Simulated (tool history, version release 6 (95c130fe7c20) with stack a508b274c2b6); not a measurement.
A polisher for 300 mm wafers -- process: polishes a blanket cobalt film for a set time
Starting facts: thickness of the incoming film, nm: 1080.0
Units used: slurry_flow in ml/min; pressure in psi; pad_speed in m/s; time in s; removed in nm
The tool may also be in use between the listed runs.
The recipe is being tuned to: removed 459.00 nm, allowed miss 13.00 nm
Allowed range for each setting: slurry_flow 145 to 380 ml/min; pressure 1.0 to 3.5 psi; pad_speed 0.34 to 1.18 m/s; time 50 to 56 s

run  hour  slurry_flow  pressure  pad_speed  time  removed
  1   0.0          245       2.2       0.76    56   248.24
  2   2.7          250       2.6       0.76    56   290.53
  3   4.9          250       2.6       0.76    50   257.27
  4   5.7          250       2.9       0.82    50   315.20
  5  10.7          250       2.9       0.82    50   311.44
  6  13.9          250       3.1       0.82    50   331.68
  7  21.7          255       3.2       0.86    50   359.09
  8  27.9          255       3.3       0.90    50   388.37
  9  32.2          255       3.3       0.90    50   388.66
 10  38.5          255       3.4       0.92    50   413.49

Exactly one of the 5 candidate moves below puts every result within its allowed miss. Which one?
  A  44.8          245       3.3       1.02    53        ?
  B  44.8          230       2.9       1.08    50        ?
  C  44.8          260       3.0       1.00    50        ?
  D  44.8          245       3.3       0.84    55        ?
  E  44.8          250       3.5       0.90    53        ?

move  removed
   A   457.08
   B   398.40
   C   388.02
   D   393.77
   E   430.42
A: in spec on every target
B: the biggest miss grows against the last run
C: the biggest miss grows against the last run
D: the biggest miss grows against the last run
E: closer than the last run, but not yet in spec
A meets every target.
